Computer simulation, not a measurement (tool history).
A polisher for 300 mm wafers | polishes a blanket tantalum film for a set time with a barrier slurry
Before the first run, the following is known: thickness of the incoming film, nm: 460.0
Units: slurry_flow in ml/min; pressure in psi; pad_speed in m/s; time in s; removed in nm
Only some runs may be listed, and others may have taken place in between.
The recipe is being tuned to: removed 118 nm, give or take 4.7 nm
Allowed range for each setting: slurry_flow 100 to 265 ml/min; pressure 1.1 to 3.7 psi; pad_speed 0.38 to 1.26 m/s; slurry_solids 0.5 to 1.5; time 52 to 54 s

Run 1, hour 0: slurry_flow 170 ml/min, pressure 2.4 psi, pad_speed 0.82 m/s, slurry_solids 1, time 52 s. Result: removed 92.089 nm.
Run 2, hour 3.1: slurry_flow 175 ml/min, pressure 2.6 psi, pad_speed 0.82 m/s, slurry_solids 1, time 52 s. Result: removed 98.434 nm.
Run 3, hour 7.3: slurry_flow 175 ml/min, pressure 2.6 psi, pad_speed 0.82 m/s, slurry_solids 0.8, time 52 s. Result: removed 88.584 nm.
Run 4, hour 16.2: slurry_flow 175 ml/min, pressure 2.6 psi, pad_speed 0.74 m/s, slurry_solids 0.8, time 52 s. Result: removed 79.03 nm.
Run 5, hour 19.4: slurry_flow 175 ml/min, pressure 2.8 psi, pad_speed 0.74 m/s, slurry_solids 0.8, time 52 s. Result: removed 85.244 nm.
Run 6, hour 21.8: slurry_flow 175 ml/min, pressure 2.8 psi, pad_speed 0.74 m/s, slurry_solids 0.65, time 52 s. Result: removed 75.429 nm.
Run 7, hour 25.3: slurry_flow 180 ml/min, pressure 3.1 psi, pad_speed 0.76 m/s, slurry_solids 0.65, time 52 s. Result: removed 85.436 nm.
Run 8, hour 30.7: slurry_flow 180 ml/min, pressure 3.3 psi, pad_speed 0.8 m/s, slurry_solids 0.65, time 52 s. Result: removed 92.083 nm.
Run 9, hour 35.7: slurry_flow 180 ml/min, pressure 3.3 psi, pad_speed 0.8 m/s, slurry_solids 0.65, time 52 s. Result: removed 91.542 nm.
Run 10, hour 43.7: slurry_flow 180 ml/min, pressure 3.4 psi, pad_speed 0.84 m/s, slurry_solids 0.65, time 52 s. Result: removed 99.498 nm.
Run 11, hour 45.5: slurry_flow 180 ml/min, pressure 3.5 psi, pad_speed 0.86 m/s, slurry_solids 0.65, time 52 s. Result: removed 104.19 nm.

Below are 4 possible settings for the next run. Only one of them brings all results inside the allowed miss of their targets. Which is it?
Run A, hour 47.3: slurry_flow 160 ml/min, pressure 3.7 psi, pad_speed 0.86 m/s, slurry_solids 0.65, time 52 s. Result: removed ?.
Run B, hour 47.3: slurry_flow 170 ml/min, pressure 3.5 psi, pad_speed 0.96 m/s, slurry_solids 0.75, time 54 s. Result: removed ?.
Run C, hour 47.3: slurry_flow 200 ml/min, pressure 3.2 psi, pad_speed 0.98 m/s, slurry_solids 0.55, time 54 s. Result: removed ?.
Run D, hour 47.3: slurry_flow 165 ml/min, pressure 3.5 psi, pad_speed 1.06 m/s, slurry_solids 0.55, time 54 s. Result: removed ?.

move  removed
   A   104.71
   B   126.62
   C   104.28
   D   116.19
A: neither nearer nor further off than the last run
B: pushes the last run's worst result past its target
C: neither nearer nor further off than the last run
D: meets every target
D is the move that brings every result within its allowed miss.

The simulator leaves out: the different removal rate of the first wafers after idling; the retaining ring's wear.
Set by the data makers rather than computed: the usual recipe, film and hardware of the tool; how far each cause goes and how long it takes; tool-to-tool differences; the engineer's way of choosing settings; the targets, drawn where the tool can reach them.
